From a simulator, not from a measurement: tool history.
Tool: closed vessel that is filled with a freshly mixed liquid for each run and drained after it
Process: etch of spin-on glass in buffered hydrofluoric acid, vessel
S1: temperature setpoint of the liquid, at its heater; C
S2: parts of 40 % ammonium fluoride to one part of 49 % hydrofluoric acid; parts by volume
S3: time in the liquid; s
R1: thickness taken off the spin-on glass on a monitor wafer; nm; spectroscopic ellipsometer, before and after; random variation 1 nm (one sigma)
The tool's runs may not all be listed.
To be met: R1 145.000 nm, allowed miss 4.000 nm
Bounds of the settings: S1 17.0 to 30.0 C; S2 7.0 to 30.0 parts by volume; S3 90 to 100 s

Run 1, hour 0.0: S1 22.0 C, S2 19.0 parts by volume, S3 90 s. Result: R1 112.660 nm.
Run 2, hour 4.1: S1 22.0 C, S2 19.0 parts by volume, S3 90 s. Result: R1 114.200 nm.
Run 3, hour 11.5: S1 22.0 C, S2 23.0 parts by volume, S3 90 s. Result: R1 99.519 nm.
Run 4, hour 12.1: S1 23.5 C, S2 23.0 parts by volume, S3 90 s. Result: R1 106.170 nm.
Run 5, hour 19.9: S1 25.5 C, S2 23.0 parts by volume, S3 90 s. Result: R1 119.630 nm.
Run 6, hour 22.5: S1 25.5 C, S2 23.0 parts by volume, S3 100 s. Result: R1 134.190 nm.
Run 7, hour 26.2: S1 26.0 C, S2 23.0 parts by volume, S3 100 s. Result: R1 135.220 nm.
Run 8, hour 34.6: S1 26.5 C, S2 23.0 parts by volume, S3 100 s. Result: R1 139.960 nm.

Which of these 5 next moves meets every target?
Run A, hour 43.0: S1 26.0 C, S2 23.5 parts by volume, S3 100 s. Result: R1 ?.
Run B, hour 43.0: S1 26.5 C, S2 23.5 parts by volume, S3 95 s. Result: R1 ?.
Run C, hour 43.0: S1 27.5 C, S2 20.0 parts by volume, S3 90 s. Result: R1 ?.
Run D, hour 43.0: S1 26.5 C, S2 22.0 parts by volume, S3 95 s. Result: R1 ?.
Run E, hour 43.0: S1 24.5 C, S2 20.5 parts by volume, S3 100 s. Result: R1 ?.

move       R1
   A  134.930
   B  131.690
   C  147.060
   D  137.790
   E  136.590
A: further off than the last run
B: further off than the last run
C: meets every target
D: further off than the last run
E: further off than the last run
The right move is C.

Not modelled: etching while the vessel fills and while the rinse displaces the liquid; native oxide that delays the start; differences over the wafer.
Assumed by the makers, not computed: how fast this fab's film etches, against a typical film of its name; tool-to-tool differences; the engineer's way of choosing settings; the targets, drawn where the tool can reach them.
